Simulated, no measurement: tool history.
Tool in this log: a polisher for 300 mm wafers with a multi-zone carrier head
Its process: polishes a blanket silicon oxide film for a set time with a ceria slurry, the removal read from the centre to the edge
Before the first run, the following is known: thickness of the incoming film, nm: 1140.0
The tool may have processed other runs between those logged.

run    day  flow of slurry (ml/min)  pressure of the head's centre zone  pressure of the head's middle zone  pressure of the head's edge zone  polishing time (s)  film removed at the wafer's centre (Å)  film removed at mid-radius (Å)  film removed at the wafer's edge (Å)
  1  0.000                      150                                1.00                                1.00                              1.00                  47                                  3213.3                          3226.8                                3133.1
  2  0.246                      150                                1.00                                1.00                              1.00                  41                                  2858.3                          2783.2                                2802.9
  3  0.312                      150                                0.93                                1.00                              1.00                  41                                  2642.1                          2761.5                                2767.6
  4  0.396                      150                                0.93                                1.00                              1.00                  51                                  3227.0                          3546.4                                3410.2
  5  0.762                      150                                0.93                                1.00                              1.00                  44                                  2811.7                          3032.6                                2915.0
  6  0.792                      150                                0.93                                1.01                              0.97                  43                                  2777.0                          2918.4                                2851.3
  7  0.975                      150                                0.93                                1.04                              0.95                  42                                  2719.4                          2954.9                                2734.6

Run 8 comes next. What will it give?
  8  1.121                      145                                0.93                                1.05                              0.93                  41                                       ?                               ?                                     ?

film removed at the wafer's centre (Å): 2625.8
film removed at mid-radius (Å): 2872.5
film removed at the wafer's edge (Å): 2682.1

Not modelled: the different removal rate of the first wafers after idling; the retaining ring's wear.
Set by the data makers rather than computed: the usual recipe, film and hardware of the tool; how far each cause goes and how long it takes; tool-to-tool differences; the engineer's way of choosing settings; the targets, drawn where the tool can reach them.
